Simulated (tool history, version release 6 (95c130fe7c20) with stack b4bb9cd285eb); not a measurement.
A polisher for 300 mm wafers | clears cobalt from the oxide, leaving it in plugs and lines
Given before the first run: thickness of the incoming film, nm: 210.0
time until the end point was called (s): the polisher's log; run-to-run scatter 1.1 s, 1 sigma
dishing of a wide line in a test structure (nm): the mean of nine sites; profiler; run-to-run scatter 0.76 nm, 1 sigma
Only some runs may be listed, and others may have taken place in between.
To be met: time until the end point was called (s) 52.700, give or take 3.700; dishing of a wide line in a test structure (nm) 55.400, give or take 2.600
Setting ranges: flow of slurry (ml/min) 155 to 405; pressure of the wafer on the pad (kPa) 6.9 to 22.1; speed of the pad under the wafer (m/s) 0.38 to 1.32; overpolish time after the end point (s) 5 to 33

run	hour	flow of slurry (ml/min)	pressure of the wafer on the pad (kPa)	speed of the pad under the wafer (m/s)	overpolish time after the end point (s)	time until the end point was called (s)	dishing of a wide line in a test structure (nm)
1	0.0	260	14.5	0.84	17	48.006	44.390
2	4.6	260	14.5	0.84	18	48.139	46.524
3	7.3	260	14.5	0.68	18	57.088	41.000
4	13.1	260	14.5	0.68	21	58.786	44.283
5	19.1	260	14.5	0.68	22	59.381	45.674
6	20.2	260	15.2	0.70	24	52.237	50.255
7	23.5	260	14.5	0.72	26	57.035	52.532
8	26.9	260	15.2	0.72	26	53.084	52.468

4 next moves are on the table. One of them brings every result within its allowed miss. Which?
A	30.3	260	15.9	0.70	29	?	?
B	30.3	230	14.5	0.74	23	?	?
C	30.3	260	14.5	0.66	27	?	?
D	30.3	230	15.2	0.90	21	?	?

move	time until the end point was called (s)	dishing of a wide line in a test structure (nm)
A	51.891	54.896
B	54.445	48.303
C	59.990	49.920
D	43.049	51.678
A: each result inside its tolerance
B: moves away from the targets compared with the last run
C: moves away from the targets compared with the last run
D: moves away from the targets compared with the last run
Correct choice: A, which meets every target
